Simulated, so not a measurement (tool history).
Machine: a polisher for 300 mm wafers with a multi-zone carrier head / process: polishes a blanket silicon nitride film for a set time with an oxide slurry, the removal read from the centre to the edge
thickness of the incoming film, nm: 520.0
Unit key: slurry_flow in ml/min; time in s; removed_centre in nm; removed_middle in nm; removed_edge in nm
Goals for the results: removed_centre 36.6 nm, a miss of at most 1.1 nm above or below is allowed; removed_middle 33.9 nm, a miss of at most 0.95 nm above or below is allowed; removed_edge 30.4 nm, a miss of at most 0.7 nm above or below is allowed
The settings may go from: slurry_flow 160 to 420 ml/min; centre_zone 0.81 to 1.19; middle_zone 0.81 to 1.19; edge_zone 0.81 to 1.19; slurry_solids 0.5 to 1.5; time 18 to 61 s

run 1 hour=0 | slurry_flow=270 centre_zone=1 middle_zone=1 edge_zone=1 slurry_solids=1 time=39 | removed_centre=35.303 removed_middle=34.961 removed_edge=34.375
run 2 hour=5.8 | slurry_flow=260 centre_zone=1.01 middle_zone=1 edge_zone=0.97 slurry_solids=1 time=39 | removed_centre=35.154 removed_middle=35.144 removed_edge=33.721
run 3 hour=9.8 | slurry_flow=210 centre_zone=1.01 middle_zone=1 edge_zone=0.97 slurry_solids=1 time=39 | removed_centre=34.361 removed_middle=34.289 removed_edge=33.484
run 4 hour=13.4 | slurry_flow=210 centre_zone=0.94 middle_zone=1 edge_zone=0.97 slurry_solids=1 time=39 | removed_centre=31.728 removed_middle=33.91 removed_edge=33.698
run 5 hour=19.7 | slurry_flow=210 centre_zone=0.94 middle_zone=1 edge_zone=1.02 slurry_solids=1 time=39 | removed_centre=31.802 removed_middle=33.501 removed_edge=33.469
run 6 hour=28.2 | slurry_flow=210 centre_zone=0.94 middle_zone=1 edge_zone=1.02 slurry_solids=1.15 time=39 | removed_centre=33.949 removed_middle=36.238 removed_edge=36.065
run 7 hour=32.1 | slurry_flow=220 centre_zone=0.98 middle_zone=1.01 edge_zone=1 slurry_solids=1.1 time=39 | removed_centre=35.03 removed_middle=36.032 removed_edge=35.563
run 8 hour=38 | slurry_flow=235 centre_zone=1.01 middle_zone=1.01 edge_zone=0.98 slurry_solids=1.05 time=39 | removed_centre=34.916 removed_middle=35.908 removed_edge=34.794
run 9 hour=45.2 | slurry_flow=250 centre_zone=1.04 middle_zone=1.01 edge_zone=0.95 slurry_solids=1 time=39 | removed_centre=35.465 removed_middle=34.712 removed_edge=33.536
run 10 hour=47.7 | slurry_flow=260 centre_zone=1.06 middle_zone=1.02 edge_zone=0.93 slurry_solids=0.95 time=39 | removed_centre=35.66 removed_middle=34.475 removed_edge=32.324
run 11 hour=52.2 | slurry_flow=260 centre_zone=1.07 middle_zone=1.02 edge_zone=0.91 slurry_solids=0.95 time=39 | removed_centre=35.955 removed_middle=34.426 removed_edge=31.91
run 12 hour=57.7 | slurry_flow=260 centre_zone=1.07 middle_zone=1.02 edge_zone=0.91 slurry_solids=0.95 time=39 | removed_centre=35.699 removed_middle=35.15 removed_edge=31.866
run 13 hour=66.1 | slurry_flow=260 centre_zone=1.07 middle_zone=1.02 edge_zone=0.91 slurry_solids=0.95 time=39 | removed_centre=36.289 removed_middle=34.475 removed_edge=31.973
run 14 hour=68.2 | slurry_flow=260 centre_zone=1.07 middle_zone=1.02 edge_zone=0.91 slurry_solids=0.95 time=39 | removed_centre=36.008 removed_middle=34.841 removed_edge=32.248
run 15 hour=69.6 | slurry_flow=260 centre_zone=1.08 middle_zone=1.02 edge_zone=0.89 slurry_solids=0.95 time=39 | removed_centre=36.47 removed_middle=34.653 removed_edge=31.686
run 16 hour=78.4 | slurry_flow=255 centre_zone=1.08 middle_zone=1.02 edge_zone=0.88 slurry_solids=0.95 time=39 | removed_centre=36.344 removed_middle=34.237 removed_edge=31.683
run 17 hour=83.8 | slurry_flow=255 centre_zone=1.09 middle_zone=1.02 edge_zone=0.87 slurry_solids=0.95 time=39 | removed_centre=36.384 removed_middle=34.304 removed_edge=31.482

Which single option among these 5 for the next run brings every result within its allowed miss of target? Just one does.
run A hour=89.2 | slurry_flow=265 centre_zone=0.99 middle_zone=1.07 edge_zone=0.88 slurry_solids=1 time=38 | removed_centre=? removed_middle=? removed_edge=?
run B hour=89.2 | slurry_flow=310 centre_zone=1.15 middle_zone=1.09 edge_zone=0.95 slurry_solids=0.9 time=37 | removed_centre=? removed_middle=? removed_edge=?
run C hour=89.2 | slurry_flow=245 centre_zone=1.14 middle_zone=1.06 edge_zone=0.81 slurry_solids=1 time=36 | removed_centre=? removed_middle=? removed_edge=?
run D hour=89.2 | slurry_flow=265 centre_zone=1.06 middle_zone=0.98 edge_zone=0.88 slurry_solids=1.45 time=33 | removed_centre=? removed_middle=? removed_edge=?
run E hour=89.2 | slurry_flow=190 centre_zone=1.07 middle_zone=1 edge_zone=0.84 slurry_solids=0.9 time=43 | removed_centre=? removed_middle=? removed_edge=?

move=A removed_centre=33.634 removed_middle=36.243 removed_edge=31.566
move=B removed_centre=36.562 removed_middle=34.315 removed_edge=30.27
move=C removed_centre=36.434 removed_middle=33.803 removed_edge=28.816
move=D removed_centre=36.886 removed_middle=34.534 removed_edge=32.372
move=E removed_centre=37.511 removed_middle=35.498 removed_edge=32.406
A: its largest miss is bigger than the last run's
B: all results land within tolerance of their targets
C: pushes the last run's worst result past its target
D: its largest miss is bigger than the last run's
E: its largest miss is bigger than the last run's
So the answer is move B, the one that meets all the targets.

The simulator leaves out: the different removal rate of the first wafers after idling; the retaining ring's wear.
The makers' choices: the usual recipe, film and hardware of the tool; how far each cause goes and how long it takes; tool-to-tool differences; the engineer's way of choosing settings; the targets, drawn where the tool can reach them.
